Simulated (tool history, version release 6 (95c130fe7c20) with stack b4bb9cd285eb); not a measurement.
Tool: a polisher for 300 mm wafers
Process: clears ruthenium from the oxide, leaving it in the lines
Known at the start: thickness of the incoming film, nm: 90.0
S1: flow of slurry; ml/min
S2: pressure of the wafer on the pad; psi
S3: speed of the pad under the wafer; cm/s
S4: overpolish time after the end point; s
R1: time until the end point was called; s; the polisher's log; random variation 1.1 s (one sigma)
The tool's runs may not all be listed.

| run | hour | S1 | S2 | S3 | S4 | R1 |
|---|---|---|---|---|---|---|
| 1 | 0.0 | 240 | 1.9 | 122 | 34 | 66.394 |
| 2 | 7.8 | 240 | 1.9 | 122 | 34 | 66.487 |
| 3 | 9.4 | 240 | 1.9 | 144 | 34 | 56.441 |
| 4 | 17.7 | 240 | 1.8 | 144 | 34 | 58.824 |
| 5 | 23.5 | 240 | 1.7 | 144 | 34 | 64.475 |
| 6 | 28.7 | 240 | 1.6 | 144 | 34 | 65.391 |

Forecast run 7:
| 7 | 31.1 | 240 | 1.5 | 144 | 34 | ? |

Run 7 gave R1 70.999 s.
